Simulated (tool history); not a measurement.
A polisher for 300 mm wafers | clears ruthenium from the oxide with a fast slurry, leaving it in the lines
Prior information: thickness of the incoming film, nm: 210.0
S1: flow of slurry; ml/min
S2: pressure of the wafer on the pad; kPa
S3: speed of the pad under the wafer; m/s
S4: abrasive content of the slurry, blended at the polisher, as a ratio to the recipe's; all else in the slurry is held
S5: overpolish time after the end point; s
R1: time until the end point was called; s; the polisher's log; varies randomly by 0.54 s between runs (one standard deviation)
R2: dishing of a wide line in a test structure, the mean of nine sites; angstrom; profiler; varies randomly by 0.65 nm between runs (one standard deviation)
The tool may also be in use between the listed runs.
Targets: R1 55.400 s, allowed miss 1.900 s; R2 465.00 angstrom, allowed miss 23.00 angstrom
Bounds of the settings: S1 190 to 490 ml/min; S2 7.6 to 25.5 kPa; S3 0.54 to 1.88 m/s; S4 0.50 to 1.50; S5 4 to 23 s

{"run": 1, "day": 0.0, "S1": 315, "S2": 16.5, "S3": 1.2, "S4": 1.0, "S5": 12, "R1": 58.823, "R2": 326.22}
{"run": 2, "day": 0.175, "S1": 315, "S2": 16.5, "S3": 1.2, "S4": 0.85, "S5": 12, "R1": 63.663, "R2": 308.21}
{"run": 3, "day": 0.25, "S1": 315, "S2": 16.5, "S3": 1.2, "S4": 0.75, "S5": 12, "R1": 67.601, "R2": 286.86}
{"run": 4, "day": 0.625, "S1": 375, "S2": 16.5, "S3": 1.2, "S4": 0.75, "S5": 12, "R1": 67.027, "R2": 292.79}
{"run": 5, "day": 0.683, "S1": 345, "S2": 16.5, "S3": 1.2, "S4": 0.75, "S5": 12, "R1": 67.923, "R2": 288.85}
{"run": 6, "day": 0.896, "S1": 345, "S2": 18.6, "S3": 1.2, "S4": 0.75, "S5": 15, "R1": 62.528, "R2": 382.14}
{"run": 7, "day": 1.117, "S1": 345, "S2": 20.0, "S3": 1.2, "S4": 0.75, "S5": 16, "R1": 58.195, "R2": 434.77}
{"run": 8, "day": 1.462, "S1": 345, "S2": 20.7, "S3": 1.2, "S4": 0.75, "S5": 16, "R1": 57.016, "R2": 428.85}

Which single option among these 5 for the next run brings every result within its allowed miss of target? Just one does.
{"run": "A", "day": 1.808, "S1": 440, "S2": 17.2, "S3": 1.4, "S4": 0.75, "S5": 13, "R1": "?", "R2": "?"}
{"run": "B", "day": 1.808, "S1": 360, "S2": 22.8, "S3": 1.3, "S4": 0.7, "S5": 13, "R1": "?", "R2": "?"}
{"run": "C", "day": 1.808, "S1": 260, "S2": 20.7, "S3": 1.3, "S4": 0.8, "S5": 14, "R1": "?", "R2": "?"}
{"run": "D", "day": 1.808, "S1": 355, "S2": 21.4, "S3": 1.14, "S4": 0.8, "S5": 17, "R1": "?", "R2": "?"}
{"run": "E", "day": 1.808, "S1": 360, "S2": 25.5, "S3": 1.0, "S4": 0.75, "S5": 14, "R1": "?", "R2": "?"}

move=A R1=55.120 R2=384.65
move=B R1=49.550 R2=419.55
move=C R1=51.693 R2=430.39
move=D R1=55.410 R2=474.85
move=E R1=55.871 R2=404.23
A: its largest miss is bigger than the last run's
B: its largest miss is bigger than the last run's
C: its largest miss is bigger than the last run's
D: hits every target within its allowed miss
E: its largest miss is bigger than the last run's
So the answer is move D, the one that meets all the targets.

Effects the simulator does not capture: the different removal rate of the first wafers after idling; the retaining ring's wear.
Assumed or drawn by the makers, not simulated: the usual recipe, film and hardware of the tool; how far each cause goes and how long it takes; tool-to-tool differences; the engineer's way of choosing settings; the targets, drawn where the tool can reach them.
